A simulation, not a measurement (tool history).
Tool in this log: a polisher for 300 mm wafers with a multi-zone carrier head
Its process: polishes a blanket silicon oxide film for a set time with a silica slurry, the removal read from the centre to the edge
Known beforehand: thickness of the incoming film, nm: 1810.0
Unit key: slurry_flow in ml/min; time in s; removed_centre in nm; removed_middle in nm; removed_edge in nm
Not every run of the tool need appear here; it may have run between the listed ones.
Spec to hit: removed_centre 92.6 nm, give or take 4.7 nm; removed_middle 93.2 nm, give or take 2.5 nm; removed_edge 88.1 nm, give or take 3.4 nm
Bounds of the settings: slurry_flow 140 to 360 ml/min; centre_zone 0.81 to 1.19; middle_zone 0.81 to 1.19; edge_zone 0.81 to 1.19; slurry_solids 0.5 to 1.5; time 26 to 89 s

run	hour	slurry_flow	centre_zone	middle_zone	edge_zone	slurry_solids	time	removed_centre	removed_middle	removed_edge
1	0	230	1	1	1	1	57	180.97	172.84	184.2
2	2.2	230	1	1	1.06	1	57	181.2	172.49	185.74
3	4.9	235	1.01	1.03	1.04	0.9	50	154.03	144.9	154.77
4	12.9	235	1.01	1.03	1.04	0.8	50	144.27	135.97	146.28
5	14.1	235	1.01	1.07	1.01	0.75	46	125.43	125.36	124.4
6	22.2	235	1.01	1.01	1.01	0.75	46	122.7	119.48	124.88
7	23.5	235	0.99	1.04	0.91	0.5	36	72.829	71.417	67.757
8	30	240	1.01	1.07	0.95	0.5	35	70.94	70.93	67.316
9	33.1	240	1.03	1.09	0.98	0.55	35	77.09	76.726	74.21

Exactly one of the 5 candidate moves below puts every result within its allowed miss. Which one?
A	36.2	245	0.89	1.13	0.99	0.6	41	?	?	?
B	36.2	270	0.84	1.19	0.94	0.55	41	?	?	?
C	36.2	250	0.84	1.19	1.04	0.55	40	?	?	?
D	36.2	320	1.17	0.81	1.18	0.6	33	?	?	?
E	36.2	255	0.99	1.06	0.91	0.55	43	?	?	?

move	removed_centre	removed_middle	removed_edge
A	84.631	100.59	92.946
B	75.488	99.324	85.289
C	72.894	95.992	86.739
D	92.516	62.991	83.921
E	92.651	93.605	87.811
A: the result that was furthest off in the last run now lies on the other side of its target
B: the result that was furthest off in the last run now lies on the other side of its target
C: the result that was furthest off in the last run now lies on the other side of its target
D: its largest miss is bigger than the last run's
E: all results in spec
Answer: E
